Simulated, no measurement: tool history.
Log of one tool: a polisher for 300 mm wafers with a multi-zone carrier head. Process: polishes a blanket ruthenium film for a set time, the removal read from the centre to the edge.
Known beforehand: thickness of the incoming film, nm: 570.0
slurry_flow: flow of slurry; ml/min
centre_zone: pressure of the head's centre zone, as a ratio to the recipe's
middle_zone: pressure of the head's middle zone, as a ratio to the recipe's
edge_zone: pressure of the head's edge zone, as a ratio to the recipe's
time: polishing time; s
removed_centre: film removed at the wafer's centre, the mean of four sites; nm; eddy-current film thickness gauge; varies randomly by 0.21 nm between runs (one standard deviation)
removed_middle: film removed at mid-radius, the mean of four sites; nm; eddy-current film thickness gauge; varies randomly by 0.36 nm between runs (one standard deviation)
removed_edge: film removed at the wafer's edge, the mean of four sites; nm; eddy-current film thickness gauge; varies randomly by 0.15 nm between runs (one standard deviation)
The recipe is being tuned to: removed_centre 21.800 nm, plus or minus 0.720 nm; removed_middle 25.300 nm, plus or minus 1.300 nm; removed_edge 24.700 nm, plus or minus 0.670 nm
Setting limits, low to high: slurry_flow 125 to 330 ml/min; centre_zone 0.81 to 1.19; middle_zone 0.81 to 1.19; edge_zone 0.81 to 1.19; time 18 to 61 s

run	hour	slurry_flow	centre_zone	middle_zone	edge_zone	time	removed_centre	removed_middle	removed_edge
1	0.0	210	1.00	1.00	1.00	39	27.751	28.410	28.393
2	3.4	210	0.93	1.00	1.00	39	26.336	28.389	28.712
3	12.1	230	0.93	1.00	1.00	39	26.547	29.075	29.095
4	19.3	230	0.93	0.93	1.00	39	26.216	28.363	28.763
5	20.1	230	0.99	0.93	1.00	39	28.091	27.622	28.627
6	29.0	230	0.99	0.85	1.00	39	27.487	25.770	28.745
7	33.8	215	0.94	0.87	0.95	38	25.657	25.251	27.460
8	36.9	215	0.90	0.90	0.92	37	24.210	25.130	26.378
9	42.5	210	0.87	0.93	0.89	37	22.559	25.767	25.861
10	45.4	205	0.87	0.93	0.87	37	22.917	25.864	25.576
11	52.9	205	0.87	0.93	0.87	37	22.986	25.738	25.630
12	54.3	200	0.86	0.93	0.86	37	22.333	25.296	25.516

Exercise: of the 5 proposed moves below, exactly one satisfies all targets within the stated allowed misses. Which move is it?
A	55.7	140	0.93	0.93	0.95	39	?	?	?
B	55.7	175	0.82	0.84	0.85	40	?	?	?
C	55.7	195	0.92	0.92	0.86	36	?	?	?
D	55.7	175	0.84	0.88	0.89	39	?	?	?
E	55.7	255	0.86	0.96	0.89	35	?	?	?

move	removed_centre	removed_middle	removed_edge
A	23.501	25.466	26.395
B	22.414	25.831	26.905
C	23.157	24.990	24.646
D	22.396	25.875	26.673
E	21.954	25.909	24.967
A: lands further from the targets than the last run did
B: lands further from the targets than the last run did
C: puts the biggest miss on target and leaves a different result outside tolerance
D: lands further from the targets than the last run did
E: every result lands within tolerance
Move E is the one to make.
